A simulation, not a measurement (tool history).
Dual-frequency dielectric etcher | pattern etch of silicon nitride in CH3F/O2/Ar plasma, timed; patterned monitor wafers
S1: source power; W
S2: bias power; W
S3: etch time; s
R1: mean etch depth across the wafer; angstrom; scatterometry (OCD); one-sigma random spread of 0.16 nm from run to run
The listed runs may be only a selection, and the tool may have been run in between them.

Run 1, day 0: S1 510 W, S2 66 W, S3 61 s. Result: R1 510.17 angstrom.
Run 2, day 0.246: S1 480 W, S2 65 W, S3 61 s. Result: R1 495.81 angstrom.
Run 3, day 0.433: S1 480 W, S2 55 W, S3 61 s. Result: R1 479.08 angstrom.
Run 4, day 0.496: S1 480 W, S2 55 W, S3 61 s. Result: R1 485.72 angstrom.
Run 5, day 0.675: S1 450 W, S2 55 W, S3 61 s. Result: R1 471.88 angstrom.
Run 6, day 0.85: S1 450 W, S2 55 W, S3 63.5 s. Result: R1 489.49 angstrom.

Forecast run 7:
Run 7, day 0.912: S1 430 W, S2 54 W, S3 63.5 s. Result: R1 ?.

{"run 7": {"R1": 479.63}}
